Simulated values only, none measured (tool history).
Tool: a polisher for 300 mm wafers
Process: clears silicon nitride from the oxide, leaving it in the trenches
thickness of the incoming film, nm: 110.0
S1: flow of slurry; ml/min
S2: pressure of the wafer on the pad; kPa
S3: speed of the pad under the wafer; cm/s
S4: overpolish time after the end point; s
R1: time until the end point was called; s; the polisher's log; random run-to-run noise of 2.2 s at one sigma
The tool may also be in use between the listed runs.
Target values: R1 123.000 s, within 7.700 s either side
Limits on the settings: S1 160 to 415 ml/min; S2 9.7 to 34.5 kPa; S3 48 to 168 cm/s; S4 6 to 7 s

| run | hour | S1 | S2 | S3 | S4 | R1 |
|---|---|---|---|---|---|---|
| 1 | 0.0 | 265 | 22.1 | 108 | 7 | 87.510 |
| 2 | 3.6 | 265 | 22.1 | 108 | 7 | 89.008 |
| 3 | 5.4 | 265 | 20.7 | 106 | 7 | 94.809 |
| 4 | 14.2 | 265 | 19.3 | 104 | 7 | 97.824 |
| 5 | 16.3 | 265 | 17.9 | 102 | 7 | 107.380 |
| 6 | 22.6 | 330 | 17.9 | 102 | 7 | 103.190 |
| 7 | 26.9 | 330 | 17.2 | 102 | 7 | 103.320 |
| 8 | 32.1 | 325 | 16.5 | 102 | 7 | 111.720 |
| 9 | 33.4 | 325 | 15.9 | 102 | 7 | 109.650 |

Of the 5 settings listed for the next run, only one would bring every result within its allowed miss of target. Which one?
| A | 34.7 | 325 | 11.0 | 132 | 6 | ? |
| B | 34.7 | 385 | 17.2 | 110 | 7 | ? |
| C | 34.7 | 415 | 14.5 | 120 | 7 | ? |
| D | 34.7 | 290 | 16.5 | 92 | 6 | ? |
| E | 34.7 | 390 | 19.3 | 108 | 7 | ? |

| move | R1 |
|---|---|
| A | 108.610 |
| B | 101.180 |
| C | 102.150 |
| D | 125.520 |
| E | 96.148 |
A: lands further from the targets than the last run did
B: lands further from the targets than the last run did
C: lands further from the targets than the last run did
D: meets every target
E: lands further from the targets than the last run did
D is the move that brings every result within its allowed miss.
